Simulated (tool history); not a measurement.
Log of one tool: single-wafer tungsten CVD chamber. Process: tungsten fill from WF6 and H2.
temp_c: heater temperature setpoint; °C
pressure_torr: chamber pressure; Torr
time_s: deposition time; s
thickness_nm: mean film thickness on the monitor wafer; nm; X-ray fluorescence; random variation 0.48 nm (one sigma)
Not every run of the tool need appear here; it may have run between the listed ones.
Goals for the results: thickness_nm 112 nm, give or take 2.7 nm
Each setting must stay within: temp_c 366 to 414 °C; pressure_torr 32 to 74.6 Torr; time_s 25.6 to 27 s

| run | hour | temp_c | pressure_torr | time_s | thickness_nm |
|---|---|---|---|---|---|
| 1 | 0 | 390 | 53.3 | 27 | 87.099 |
| 2 | 0.8 | 390 | 53.3 | 25.6 | 82.745 |
| 3 | 1.7 | 399 | 53.3 | 25.6 | 97.256 |
| 4 | 8.4 | 399 | 53.3 | 25.6 | 97.688 |
| 5 | 9.5 | 400 | 53.4 | 25.6 | 98.252 |
| 6 | 15.2 | 401 | 53.5 | 25.6 | 100.91 |
| 7 | 23 | 402 | 53.6 | 25.6 | 102.8 |
| 8 | 27.5 | 403 | 53.7 | 25.6 | 104.6 |
| 9 | 29.4 | 404 | 53.7 | 25.6 | 106.56 |

Exactly one of the 4 candidate moves below puts every result within its allowed miss. Which one?
| A | 31.3 | 403 | 50.3 | 26.1 | ? |
| B | 31.3 | 403 | 48.7 | 25.6 | ? |
| C | 31.3 | 397 | 62.1 | 25.6 | ? |
| D | 31.3 | 403 | 56.6 | 26.5 | ? |

| move | thickness_nm |
|---|---|
| A | 102.32 |
| B | 98.218 |
| C | 103.03 |
| D | 111.94 |
A: further off than the last run
B: further off than the last run
C: further off than the last run
D: every result lands within tolerance
Move D is the one to make.

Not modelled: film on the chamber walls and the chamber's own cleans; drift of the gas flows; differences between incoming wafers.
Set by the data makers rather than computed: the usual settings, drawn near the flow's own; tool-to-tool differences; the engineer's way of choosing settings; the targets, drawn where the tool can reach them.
